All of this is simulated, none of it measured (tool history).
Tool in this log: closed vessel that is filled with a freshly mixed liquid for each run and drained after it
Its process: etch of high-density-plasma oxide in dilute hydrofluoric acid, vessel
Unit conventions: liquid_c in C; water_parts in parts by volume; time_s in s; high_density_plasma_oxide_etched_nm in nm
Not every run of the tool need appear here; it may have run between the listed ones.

run	hour	liquid_c	water_parts	time_s	high_density_plasma_oxide_etched_nm
1	0.0	26.0	265	280	4.8899
2	7.5	24.5	265	280	4.6911
3	10.5	24.5	265	215	3.5636
4	11.6	24.5	265	280	4.7074
5	19.0	24.5	340	280	3.4255
6	25.1	26.0	325	280	3.7847
7	26.7	27.0	310	280	4.1919
8	31.2	28.0	300	280	4.5142

Run 9 comes next. What will it give?
9	39.4	29.0	290	280	?

high_density_plasma_oxide_etched_nm: 4.8247 nm
